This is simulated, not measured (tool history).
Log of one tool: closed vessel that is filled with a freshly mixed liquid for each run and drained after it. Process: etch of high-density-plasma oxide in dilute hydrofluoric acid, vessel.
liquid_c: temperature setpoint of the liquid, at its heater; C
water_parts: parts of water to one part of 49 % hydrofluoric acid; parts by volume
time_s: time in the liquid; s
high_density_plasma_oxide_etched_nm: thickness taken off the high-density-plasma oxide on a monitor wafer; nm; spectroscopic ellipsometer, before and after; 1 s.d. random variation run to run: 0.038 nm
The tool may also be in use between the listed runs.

run,hour,liquid_c,water_parts,time_s,high_density_plasma_oxide_etched_nm
1,0,21,110,120,6.5262
2,3.9,20,120,120,5.7164
3,10.4,19,125,120,5.3588
4,12.2,18.5,130,120,4.8923
5,15.4,18.5,130,130,5.4237
6,16.4,20,130,130,5.6133

Run 7 is up next; what results do you expect?
7,17.2,19.5,135,130,?

{"run 7": {"high_density_plasma_oxide_etched_nm": 5.3024}}

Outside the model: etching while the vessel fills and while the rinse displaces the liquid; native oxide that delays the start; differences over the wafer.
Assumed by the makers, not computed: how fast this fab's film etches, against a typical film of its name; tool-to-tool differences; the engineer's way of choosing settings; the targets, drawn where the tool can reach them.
